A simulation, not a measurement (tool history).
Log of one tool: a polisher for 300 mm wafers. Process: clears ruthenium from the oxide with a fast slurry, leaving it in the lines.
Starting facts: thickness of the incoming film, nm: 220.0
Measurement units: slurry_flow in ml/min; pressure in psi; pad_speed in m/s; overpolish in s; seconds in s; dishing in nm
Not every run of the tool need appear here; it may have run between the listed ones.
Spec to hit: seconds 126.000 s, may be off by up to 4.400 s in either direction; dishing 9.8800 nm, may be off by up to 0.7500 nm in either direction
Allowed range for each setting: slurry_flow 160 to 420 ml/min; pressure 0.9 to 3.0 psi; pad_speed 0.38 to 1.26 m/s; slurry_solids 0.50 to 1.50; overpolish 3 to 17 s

run 1 day=0.000 | slurry_flow=270 pressure=1.9 pad_speed=0.82 slurry_solids=1.00 overpolish=9 | seconds=100.460 dishing=15.6830
run 2 day=0.296 | slurry_flow=270 pressure=1.8 pad_speed=0.82 slurry_solids=1.00 overpolish=8 | seconds=106.000 dishing=14.0430
run 3 day=0.383 | slurry_flow=270 pressure=2.2 pad_speed=0.82 slurry_solids=1.00 overpolish=8 | seconds=88.812 dishing=15.5790
run 4 day=0.604 | slurry_flow=270 pressure=2.4 pad_speed=0.82 slurry_solids=1.00 overpolish=8 | seconds=82.919 dishing=16.6250
run 5 day=0.762 | slurry_flow=270 pressure=2.4 pad_speed=0.82 slurry_solids=1.15 overpolish=8 | seconds=81.228 dishing=17.5770
run 6 day=0.917 | slurry_flow=265 pressure=2.1 pad_speed=0.82 slurry_solids=1.15 overpolish=7 | seconds=87.073 dishing=13.7450
run 7 day=1.200 | slurry_flow=265 pressure=1.8 pad_speed=0.82 slurry_solids=1.15 overpolish=7 | seconds=99.525 dishing=11.8870
run 8 day=1.504 | slurry_flow=265 pressure=1.6 pad_speed=0.82 slurry_solids=1.15 overpolish=7 | seconds=109.350 dishing=11.6470
run 9 day=1.629 | slurry_flow=265 pressure=1.5 pad_speed=0.82 slurry_solids=1.15 overpolish=7 | seconds=114.080 dishing=11.0340
run 10 day=1.967 | slurry_flow=265 pressure=1.4 pad_speed=0.82 slurry_solids=1.15 overpolish=7 | seconds=122.840 dishing=10.2000

Exercise: of the 4 proposed moves below, exactly one satisfies all targets within the stated allowed misses. Which move is it?
run A day=2.304 | slurry_flow=260 pressure=1.4 pad_speed=0.86 slurry_solids=1.20 overpolish=7 | seconds=? dishing=?
run B day=2.304 | slurry_flow=305 pressure=1.5 pad_speed=0.82 slurry_solids=1.10 overpolish=6 | seconds=? dishing=?
run C day=2.304 | slurry_flow=230 pressure=1.4 pad_speed=0.80 slurry_solids=1.10 overpolish=7 | seconds=? dishing=?
run D day=2.304 | slurry_flow=255 pressure=1.5 pad_speed=0.86 slurry_solids=1.05 overpolish=7 | seconds=? dishing=?

move=A seconds=113.970 dishing=11.0220
move=B seconds=114.770 dishing=9.4155
move=C seconds=127.410 dishing=9.8844
move=D seconds=113.220 dishing=11.0940
A: the biggest miss grows against the last run
B: the biggest miss grows against the last run
C: every result within its allowed miss
D: the biggest miss grows against the last run
Correct choice: C, which meets every target
